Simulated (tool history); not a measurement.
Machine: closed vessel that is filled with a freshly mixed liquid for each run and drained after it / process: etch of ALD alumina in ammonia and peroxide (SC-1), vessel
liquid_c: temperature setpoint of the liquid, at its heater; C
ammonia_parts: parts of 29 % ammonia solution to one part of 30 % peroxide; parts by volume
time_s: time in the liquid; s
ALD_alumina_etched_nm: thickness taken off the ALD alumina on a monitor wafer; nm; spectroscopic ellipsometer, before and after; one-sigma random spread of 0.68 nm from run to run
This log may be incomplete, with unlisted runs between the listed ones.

run  hour  liquid_c  ammonia_parts  time_s  ALD_alumina_etched_nm
  1     0        58           0.75     375                 46.922
  2     7        54           0.75     375                 38.099
  3  10.3        50           0.75     375                 30.493
  4  14.2        45           0.75     375                 22.897
  5  19.3        45            0.6     375                  22.72
  6  20.4        45            0.4     375                 21.708
  7  28.9        45            0.4     375                 21.738
  8  34.8      47.5            0.4     375                 25.078
  9    38      47.5            0.4     375                  25.01
 10    43      55.5            0.7     395                 42.378
 11  46.1        57            0.7     395                 46.396
 12  51.8      58.5            0.7     395                 50.463
 13  58.4      59.5            0.7     395                  53.74
 14  66.2      60.5            0.7     395                 55.568
 15  71.7      61.5            0.7     395                 58.916
 16  75.2      62.5            0.7     395                 62.548
 17  82.9        63            0.7     395                  63.31
 18  92.1        63            0.7     395                 63.432
 19  94.7      63.5            0.7     395                 64.967
 20  95.9        64            0.7     395                 66.765

The next listed run, before its measurement:
 21  99.5      64.5            0.7     395                      ?

For run 21 the tool returned ALD_alumina_etched_nm 68.918 nm.
